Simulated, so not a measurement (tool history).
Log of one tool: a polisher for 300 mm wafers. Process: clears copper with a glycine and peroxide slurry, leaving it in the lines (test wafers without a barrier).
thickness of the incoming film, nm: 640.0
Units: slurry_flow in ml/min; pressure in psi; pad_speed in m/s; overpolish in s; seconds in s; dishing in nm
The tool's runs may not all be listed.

run  hour  slurry_flow  pressure  pad_speed  overpolish  seconds  dishing
  1     0          240       2.8       0.92          11   99.097   51.408
  2   2.4          240       2.8        1.1          11   89.286   60.096
  3   5.3          240       3.3        1.1          11   76.817   65.302
  4   6.2          240       3.3       1.18          11   75.517   66.246
  5  11.4          240       3.3       1.18          14   78.529   83.069
  6  19.1          190       3.3       1.18          14   76.979   83.529

Run 7 comes next. What will it give?
  7  20.8          190       3.3       1.18          15        ?        ?

{"run 7": {"seconds": 76.397, "dishing": 86.231}}

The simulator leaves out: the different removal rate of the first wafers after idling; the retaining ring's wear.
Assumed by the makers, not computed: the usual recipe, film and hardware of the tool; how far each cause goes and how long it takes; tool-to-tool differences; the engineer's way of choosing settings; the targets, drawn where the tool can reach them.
